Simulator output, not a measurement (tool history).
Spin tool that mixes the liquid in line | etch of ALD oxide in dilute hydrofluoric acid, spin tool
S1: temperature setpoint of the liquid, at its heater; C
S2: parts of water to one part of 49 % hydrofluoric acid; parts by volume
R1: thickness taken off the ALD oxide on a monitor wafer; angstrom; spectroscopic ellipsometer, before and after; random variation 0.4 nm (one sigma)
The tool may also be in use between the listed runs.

{"run": 1, "hour": 0.0, "S1": 23.0, "S2": 210, "time under the liquid (s)": 265, "R1": 329.58}
{"run": 2, "hour": 7.4, "S1": 23.0, "S2": 180, "time under the liquid (s)": 265, "R1": 392.73}
{"run": 3, "hour": 11.4, "S1": 24.5, "S2": 175, "time under the liquid (s)": 265, "R1": 430.04}
{"run": 4, "hour": 16.9, "S1": 24.5, "S2": 250, "time under the liquid (s)": 265, "R1": 277.82}
{"run": 5, "hour": 19.1, "S1": 24.5, "S2": 250, "time under the liquid (s)": 265, "R1": 277.26}
{"run": 6, "hour": 26.8, "S1": 27.0, "S2": 250, "time under the liquid (s)": 265, "R1": 302.31}
{"run": 7, "hour": 28.7, "S1": 28.0, "S2": 230, "time under the liquid (s)": 265, "R1": 354.79}
{"run": 8, "hour": 31.1, "S1": 28.5, "S2": 215, "time under the liquid (s)": 265, "R1": 384.28}
{"run": 9, "hour": 33.8, "S1": 29.0, "S2": 200, "time under the liquid (s)": 265, "R1": 430.2}
{"run": 10, "hour": 36.1, "S1": 29.5, "S2": 190, "time under the liquid (s)": 265, "R1": 466.7}

Run 11 comes next. What will it give?
{"run": 11, "hour": 42.8, "S1": 30.0, "S2": 180, "time under the liquid (s)": 265, "R1": "?"}

R1: 499.80 angstrom
